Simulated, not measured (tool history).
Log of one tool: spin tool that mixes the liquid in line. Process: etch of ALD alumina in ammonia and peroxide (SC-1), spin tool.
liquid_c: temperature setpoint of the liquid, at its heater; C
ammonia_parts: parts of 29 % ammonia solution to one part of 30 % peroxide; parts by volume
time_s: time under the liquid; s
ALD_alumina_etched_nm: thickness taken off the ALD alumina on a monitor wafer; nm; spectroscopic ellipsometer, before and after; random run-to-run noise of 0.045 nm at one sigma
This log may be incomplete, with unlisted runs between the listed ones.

| run | hour | liquid_c | ammonia_parts | time_s | ALD_alumina_etched_nm |
|---|---|---|---|---|---|
| 1 | 0 | 49 | 0.9 | 250 | 14.77 |
| 2 | 3.9 | 49 | 0.9 | 250 | 14.825 |
| 3 | 7 | 45.5 | 0.9 | 250 | 12.21 |
| 4 | 10.4 | 50.5 | 0.9 | 250 | 16.087 |
| 5 | 18.7 | 47 | 0.9 | 250 | 13.243 |
| 6 | 23.3 | 47 | 0.9 | 250 | 13.39 |
| 7 | 25.2 | 44.5 | 0.8 | 250 | 11.36 |

Run 8 is up next; what results do you expect?
| 8 | 33.3 | 42.5 | 0.8 | 250 | ? |

{"run 8": {"ALD_alumina_etched_nm": 10.194}}
